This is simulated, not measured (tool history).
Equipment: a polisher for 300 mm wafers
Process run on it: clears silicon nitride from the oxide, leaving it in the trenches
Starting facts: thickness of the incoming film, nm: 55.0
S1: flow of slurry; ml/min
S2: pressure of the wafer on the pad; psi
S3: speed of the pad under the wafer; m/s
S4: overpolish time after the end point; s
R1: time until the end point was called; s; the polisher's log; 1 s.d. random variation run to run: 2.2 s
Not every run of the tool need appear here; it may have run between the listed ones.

run,hour,S1,S2,S3,S4,R1
1,0,125,1.7,1,9,100.47
2,1.7,125,2,1,9,82.873
3,3.5,125,2,0.74,9,112.75
4,7.9,125,1.9,0.74,9,118.11
5,10.8,125,1.9,0.98,9,91.54
6,18.4,125,1.8,0.98,9,96.517
7,23.9,125,1.8,0.98,9,94.143
8,29,125,1.7,0.96,9,101.37
9,34.8,125,1.6,0.94,9,112.28

Run 10 has not been measured yet. What should we expect?
10,38.3,125,1.5,0.94,9,?

Run 10 came out at R1 119.05 s.
